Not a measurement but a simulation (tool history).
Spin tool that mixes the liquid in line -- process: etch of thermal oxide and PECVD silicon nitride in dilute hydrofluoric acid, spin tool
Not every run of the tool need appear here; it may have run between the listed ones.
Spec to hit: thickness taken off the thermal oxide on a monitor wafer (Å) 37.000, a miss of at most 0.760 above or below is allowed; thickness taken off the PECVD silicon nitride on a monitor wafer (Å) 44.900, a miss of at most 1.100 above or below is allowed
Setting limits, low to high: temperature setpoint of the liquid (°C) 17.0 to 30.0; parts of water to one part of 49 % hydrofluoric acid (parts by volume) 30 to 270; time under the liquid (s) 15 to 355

run  hour  temperature setpoint of the liquid (°C)  parts of water to one part of 49 % hydrofluoric acid (parts by volume)  time under the liquid (s)  thickness taken off the thermal oxide on a monitor wafer (Å)  thickness taken off the PECVD silicon nitride on a monitor wafer (Å)
  1   0.0                                     22.0                                                                     150                        180                                                        48.357                                                                45.309
  2   1.1                                     23.0                                                                     165                        185                                                        46.345                                                                45.287
  3   6.4                                     20.5                                                                     165                        185                                                        41.956                                                                38.544
  4  12.4                                     20.5                                                                     165                        130                                                        29.867                                                                27.076
  5  18.0                                     20.5                                                                     165                         55                                                        12.547                                                                11.529
  6  20.2                                     20.5                                                                     140                         55                                                        15.083                                                                13.343
  7  24.0                                     24.5                                                                      95                        115                                                        57.539                                                                53.732
  8  32.1                                     25.0                                                                     110                        120                                                        52.089                                                                49.917
  9  35.0                                     29.0                                                                     170                        145                                                        43.764                                                                50.307
 10  41.1                                     29.0                                                                     175                        145                                                        42.334                                                                48.903
 11  47.2                                     29.0                                                                     180                        145                                                        41.087                                                                47.529
 12  52.8                                     29.0                                                                     185                        145                                                        39.551                                                                46.351

Which one of the following 4 next-run settings gets every result inside its allowed miss? There is exactly one.
  A  58.4                                     27.0                                                                     175                        160                                                             ?                                                                     ?
  B  58.4                                     30.0                                                                     195                        145                                                             ?                                                                     ?
  C  58.4                                     30.0                                                                     200                        145                                                             ?                                                                     ?
  D  58.4                                     29.0                                                                     140                        115                                                             ?                                                                     ?

move  thickness taken off the thermal oxide on a monitor wafer (Å)  thickness taken off the PECVD silicon nitride on a monitor wafer (Å)
   A                                                        43.016                                                                47.375
   B                                                        37.991                                                                46.217
   C                                                        36.814                                                                45.039
   D                                                        43.419                                                                48.260
A: its largest miss is bigger than the last run's
B: an improvement on the last run, though not all results are within tolerance
C: each result inside its tolerance
D: its largest miss is bigger than the last run's
So the answer is move C, the one that meets all the targets.
